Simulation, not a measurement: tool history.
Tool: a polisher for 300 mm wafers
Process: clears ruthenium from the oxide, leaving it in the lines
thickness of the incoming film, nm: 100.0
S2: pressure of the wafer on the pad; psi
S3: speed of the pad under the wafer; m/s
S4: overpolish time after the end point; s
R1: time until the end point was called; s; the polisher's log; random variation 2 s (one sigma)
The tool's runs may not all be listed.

{"run": 1, "hour": 0.0, "flow of slurry (ml/min)": 210, "S2": 1.4, "S3": 1.16, "S4": 25, "R1": 89.346}
{"run": 2, "hour": 7.2, "flow of slurry (ml/min)": 210, "S2": 1.3, "S3": 1.14, "S4": 25, "R1": 97.689}
{"run": 3, "hour": 9.4, "flow of slurry (ml/min)": 210, "S2": 1.3, "S3": 1.34, "S4": 25, "R1": 84.282}
{"run": 4, "hour": 11.2, "flow of slurry (ml/min)": 210, "S2": 1.3, "S3": 1.34, "S4": 27, "R1": 86.223}
{"run": 5, "hour": 13.5, "flow of slurry (ml/min)": 210, "S2": 1.2, "S3": 1.3, "S4": 27, "R1": 93.515}
{"run": 6, "hour": 19.8, "flow of slurry (ml/min)": 235, "S2": 1.2, "S3": 1.3, "S4": 27, "R1": 91.752}
{"run": 7, "hour": 24.2, "flow of slurry (ml/min)": 230, "S2": 1.1, "S3": 1.26, "S4": 27, "R1": 104.69}
{"run": 8, "hour": 29.6, "flow of slurry (ml/min)": 230, "S2": 1, "S3": 1.24, "S4": 27, "R1": 115.62}
{"hour": 31.3, "done": "head pressure recalibrated"}
{"run": 9, "hour": 31.3, "flow of slurry (ml/min)": 225, "S2": 0.6, "S3": 1.14, "S4": 27, "R1": 206.52}
{"run": 10, "hour": 40.0, "flow of slurry (ml/min)": 235, "S2": 0.6, "S3": 1.14, "S4": 27, "R1": 208.84}

Run 11 comes next. What will it give?
{"run": 11, "hour": 41.4, "flow of slurry (ml/min)": 240, "S2": 0.7, "S3": 1.14, "S4": 27, "R1": "?"}

R1: 179.34 s

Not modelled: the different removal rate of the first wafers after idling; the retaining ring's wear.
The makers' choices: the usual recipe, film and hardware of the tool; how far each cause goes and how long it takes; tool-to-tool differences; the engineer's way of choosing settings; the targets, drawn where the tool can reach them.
